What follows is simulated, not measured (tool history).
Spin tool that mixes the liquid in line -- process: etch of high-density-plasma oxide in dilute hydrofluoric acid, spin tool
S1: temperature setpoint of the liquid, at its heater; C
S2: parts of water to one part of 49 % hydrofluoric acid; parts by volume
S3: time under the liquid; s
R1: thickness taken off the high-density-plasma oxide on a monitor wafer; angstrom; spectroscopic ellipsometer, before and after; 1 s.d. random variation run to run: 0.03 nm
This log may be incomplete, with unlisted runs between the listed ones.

Run 1, day 0: S1 23 C, S2 290 parts by volume, S3 75 s. Result: R1 24.396 angstrom.
Run 2, day 0.246: S1 24 C, S2 285 parts by volume, S3 75 s. Result: R1 25.664 angstrom.
Run 3, day 0.458: S1 25 C, S2 280 parts by volume, S3 75 s. Result: R1 27.313 angstrom.
Run 4, day 0.612: S1 25 C, S2 280 parts by volume, S3 75 s. Result: R1 27.638 angstrom.
Run 5, day 0.896: S1 26 C, S2 280 parts by volume, S3 75 s. Result: R1 28.42 angstrom.
Run 6, day 0.979: S1 26 C, S2 370 parts by volume, S3 75 s. Result: R1 19.715 angstrom.
Run 7, day 1.096: S1 26.5 C, S2 355 parts by volume, S3 75 s. Result: R1 21.001 angstrom.
Run 8, day 1.35: S1 27 C, S2 340 parts by volume, S3 75 s. Result: R1 22.567 angstrom.
Run 9, day 1.662: S1 27.5 C, S2 325 parts by volume, S3 75 s. Result: R1 24.812 angstrom.
Run 10, day 1.983: S1 28 C, S2 315 parts by volume, S3 75 s. Result: R1 25.701 angstrom.
Run 11, day 2.312: S1 28.5 C, S2 305 parts by volume, S3 75 s. Result: R1 27.952 angstrom.

Run 12 is up next; what results do you expect?
Run 12, day 2.562: S1 29 C, S2 300 parts by volume, S3 75 s. Result: R1 ?.

Run 12 yielded R1 28.426 angstrom.
